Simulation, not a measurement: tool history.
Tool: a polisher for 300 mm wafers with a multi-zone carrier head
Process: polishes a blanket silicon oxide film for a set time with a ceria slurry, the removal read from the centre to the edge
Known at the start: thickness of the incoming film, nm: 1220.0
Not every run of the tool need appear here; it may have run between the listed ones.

| run | hour | flow of slurry (ml/min) | pressure of the head's centre zone | pressure of the head's middle zone | pressure of the head's edge zone | polishing time (s) | film removed at the wafer's centre (nm) | film removed at mid-radius (nm) | film removed at the wafer's edge (nm) |
|---|---|---|---|---|---|---|---|---|---|
| 1 | 0 | 280 | 1 | 1 | 1 | 48 | 256.49 | 228.24 | 214.35 |
| 2 | 3.1 | 210 | 1 | 1 | 1 | 48 | 243.95 | 221.29 | 214.38 |
| 3 | 11.1 | 180 | 1 | 1 | 1 | 48 | 239.75 | 208.58 | 214.88 |
| 4 | 17.2 | 180 | 0.94 | 1 | 1 | 48 | 225.38 | 213.33 | 211.46 |
| 5 | 23.1 | 180 | 0.94 | 1 | 1 | 54 | 257.86 | 235.26 | 234.28 |
| 6 | 25.5 | 175 | 0.92 | 1.02 | 1.04 | 55 | 252.34 | 243.94 | 246.43 |
| 7 | 28.7 | 175 | 0.92 | 1.02 | 1.04 | 55 | 247.61 | 250.46 | 242.52 |

What does the tool deliver on the next run?
| 8 | 36.3 | 215 | 0.94 | 1.05 | 1.14 | 58 | ? | ? | ? |

{"run 8": {"film removed at the wafer's centre (nm)": 280.19, "film removed at mid-radius (nm)": 267.35, "film removed at the wafer's edge (nm)": 279.91}}

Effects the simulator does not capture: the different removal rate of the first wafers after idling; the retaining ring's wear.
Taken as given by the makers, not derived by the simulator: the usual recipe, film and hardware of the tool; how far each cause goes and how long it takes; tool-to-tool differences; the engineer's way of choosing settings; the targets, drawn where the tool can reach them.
